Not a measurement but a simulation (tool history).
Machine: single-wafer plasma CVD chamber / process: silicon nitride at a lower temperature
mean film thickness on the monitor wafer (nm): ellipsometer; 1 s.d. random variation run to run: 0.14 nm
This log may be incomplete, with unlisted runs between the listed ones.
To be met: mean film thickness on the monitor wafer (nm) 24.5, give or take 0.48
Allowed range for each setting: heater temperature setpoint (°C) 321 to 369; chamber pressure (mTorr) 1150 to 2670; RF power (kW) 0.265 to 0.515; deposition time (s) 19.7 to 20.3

run,day,heater temperature setpoint (°C),chamber pressure (mTorr),RF power (kW),deposition time (s),mean film thickness on the monitor wafer (nm)
1,0,345,1910,0.39,19.7,29.485
2,0.071,345,1790,0.375,19.7,28.233
3,0.246,345,1790,0.375,19.7,28.188
4,0.388,345,1680,0.365,19.7,27.368
5,0.567,345,1680,0.365,19.7,27.457
6,0.729,345,1680,0.365,19.7,27.526
7,1.058,345,1600,0.355,19.7,26.656
8,1.308,345,1530,0.35,19.7,26.118
9,1.475,345,1530,0.35,19.7,26.271
10,1.829,345,1470,0.345,19.7,25.717
11,2.062,345,1420,0.345,19.7,25.273
12,2.338,345,1250,0.34,19.7,23.966

Below are 5 possible settings for the next run. Only one of them brings all results inside the allowed miss of their targets. Which is it?
A,2.612,346,1150,0.34,20,?
B,2.612,347,1150,0.325,19.9,?
C,2.612,333,1380,0.295,19.7,?
D,2.612,344,1290,0.32,20.3,?
E,2.612,349,1150,0.325,20.3,?

move,mean film thickness on the monitor wafer (nm)
A,23.463
B,22.943
C,23.621
D,24.359
E,23.385
A: moves away from the targets compared with the last run
B: moves away from the targets compared with the last run
C: moves away from the targets compared with the last run
D: all results land within tolerance of their targets
E: moves away from the targets compared with the last run
Answer: D
